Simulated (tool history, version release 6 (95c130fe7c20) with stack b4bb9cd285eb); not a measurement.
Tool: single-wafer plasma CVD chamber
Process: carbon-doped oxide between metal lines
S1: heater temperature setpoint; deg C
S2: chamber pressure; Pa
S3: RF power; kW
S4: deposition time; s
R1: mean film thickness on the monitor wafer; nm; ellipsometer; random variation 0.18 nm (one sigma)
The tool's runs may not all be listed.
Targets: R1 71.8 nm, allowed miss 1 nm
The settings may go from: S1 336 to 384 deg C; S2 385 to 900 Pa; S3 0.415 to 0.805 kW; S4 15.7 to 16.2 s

run,hour,S1,S2,S3,S4,R1
1,0,360,643,0.61,15.7,84.115
2,3.3,360,643,0.61,16.2,86.361
3,11.2,362,611,0.595,16.2,83.881
4,12.8,362,611,0.63,16.2,87.196
5,18.7,364,580,0.615,16.2,84.537
6,20.6,364,580,0.645,16.2,87.12
7,25.4,366,552,0.63,16.2,85.203
8,26.6,376,424,0.53,16.1,70.343
9,35.1,375,427,0.53,16.1,70.433
10,38.6,374,429,0.53,16.1,71.131
11,42.1,374,431,0.53,16.1,70.879
12,50.2,374,432,0.53,16.1,70.646

5 next moves are on the table. One of them brings every result within its allowed miss. Which?
A,58.3,368,464,0.5,16.2,?
B,58.3,372,424,0.53,16.2,?
C,58.3,378,424,0.54,15.8,?
D,58.3,379,500,0.54,15.7,?
E,58.3,373,385,0.54,15.7,?

move,R1
A,69.725
B,71.502
C,69.819
D,70.592
E,69.596
A: further off than the last run
B: meets every target
C: further off than the last run
D: as far off as the last run
E: further off than the last run
The right move is B.

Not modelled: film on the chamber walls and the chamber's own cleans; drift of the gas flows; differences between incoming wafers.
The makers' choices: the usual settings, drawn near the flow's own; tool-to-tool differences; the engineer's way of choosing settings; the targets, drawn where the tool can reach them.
